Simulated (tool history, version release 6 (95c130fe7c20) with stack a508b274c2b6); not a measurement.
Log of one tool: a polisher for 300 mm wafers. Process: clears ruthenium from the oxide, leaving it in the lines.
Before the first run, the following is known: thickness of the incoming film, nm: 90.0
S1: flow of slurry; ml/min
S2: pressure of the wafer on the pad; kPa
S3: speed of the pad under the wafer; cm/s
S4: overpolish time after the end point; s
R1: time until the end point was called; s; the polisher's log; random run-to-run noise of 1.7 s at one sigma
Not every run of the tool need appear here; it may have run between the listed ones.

run	hour	S1	S2	S3	S4	R1
1	0	230	11	84	7	138.89
2	7.1	230	11.7	84	7	128.48
3	7.7	230	12.4	84	7	123.27
4	12.6	230	12.4	74	7	144.01
5	19.7	230	13.8	74	7	127.74
6	20.9	230	15.2	74	7	118.07
7	22.5	230	15.9	74	7	114.79

Estimate the outcome of run 8 from the log above:
8	30.2	230	16.5	74	7	?

R1: 110.99 s
